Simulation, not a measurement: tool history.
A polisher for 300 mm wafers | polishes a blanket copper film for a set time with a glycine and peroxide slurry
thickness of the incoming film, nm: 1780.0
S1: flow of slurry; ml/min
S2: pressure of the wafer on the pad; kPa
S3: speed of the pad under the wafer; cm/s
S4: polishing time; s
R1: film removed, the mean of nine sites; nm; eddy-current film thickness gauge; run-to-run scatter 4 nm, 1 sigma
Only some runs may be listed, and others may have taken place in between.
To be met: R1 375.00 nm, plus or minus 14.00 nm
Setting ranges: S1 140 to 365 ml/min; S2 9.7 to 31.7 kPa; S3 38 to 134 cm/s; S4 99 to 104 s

{"run": 1, "hour": 0.0, "S1": 235, "S2": 20.7, "S3": 86, "S4": 99, "R1": 612.81}
{"run": 2, "hour": 6.3, "S1": 200, "S2": 20.7, "S3": 86, "S4": 99, "R1": 599.66}
{"run": 3, "hour": 15.2, "S1": 200, "S2": 16.5, "S3": 86, "S4": 99, "R1": 498.22}
{"run": 4, "hour": 17.8, "S1": 200, "S2": 15.9, "S3": 86, "S4": 99, "R1": 484.22}
{"run": 5, "hour": 21.2, "S1": 200, "S2": 15.2, "S3": 86, "S4": 99, "R1": 477.23}
{"run": 6, "hour": 25.0, "S1": 240, "S2": 15.2, "S3": 86, "S4": 99, "R1": 476.53}
{"run": 7, "hour": 27.4, "S1": 240, "S2": 14.5, "S3": 86, "S4": 99, "R1": 455.68}
{"run": 8, "hour": 30.6, "S1": 235, "S2": 9.7, "S3": 84, "S4": 99, "R1": 333.94}

Of the 4 settings listed for the next run, only one would bring every result within its allowed miss of target. Which one?
{"run": "A", "hour": 33.8, "S1": 225, "S2": 11.0, "S3": 94, "S4": 103, "R1": "?"}
{"run": "B", "hour": 33.8, "S1": 205, "S2": 11.0, "S3": 82, "S4": 103, "R1": "?"}
{"run": "C", "hour": 33.8, "S1": 205, "S2": 11.0, "S3": 88, "S4": 104, "R1": "?"}
{"run": "D", "hour": 33.8, "S1": 305, "S2": 11.7, "S3": 80, "S4": 103, "R1": "?"}

move=A R1=413.74
move=B R1=372.20
move=C R1=394.56
move=D R1=397.91
A: the result that was furthest off in the last run now lies on the other side of its target
B: all results in spec
C: the result that was furthest off in the last run now lies on the other side of its target
D: the result that was furthest off in the last run now lies on the other side of its target
The right move is B.
